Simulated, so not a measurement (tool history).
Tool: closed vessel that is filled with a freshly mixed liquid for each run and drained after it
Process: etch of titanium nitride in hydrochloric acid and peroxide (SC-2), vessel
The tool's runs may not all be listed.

run    day  temperature setpoint of the liquid (K)  parts of water to one part each of 37 % hydrochloric acid and 30 % peroxide (parts by volume)  time in the liquid (s)  thickness taken off the titanium nitride on a monitor wafer (nm)
  1      0                                  332.15                                                                                             11                     415                                                            19.177
  2  0.258                                  332.15                                                                                             15                     415                                                            14.692
  3  0.304                                  332.15                                                                                             11                     415                                                            19.151
  4  0.654                                  328.65                                                                                             11                     415                                                             15.37
  5  0.992                                  326.15                                                                                             11                     415                                                            13.081
  6  1.188                                  326.15                                                                                             11                     415                                                            13.085
  7  1.471                                  324.15                                                                                             11                     415                                                            11.431
  8  1.812                                  323.15                                                                                             11                     415                                                            10.747
  9  2.162                                  323.15                                                                                             11                     415                                                            10.635
 10  2.321                                  323.15                                                                                             11                     415                                                            10.666

Expected results for the next run?
 11  2.454                                  322.15                                                                                             11                     415                                                                 ?

thickness taken off the titanium nitride on a monitor wafer (nm): 10.057
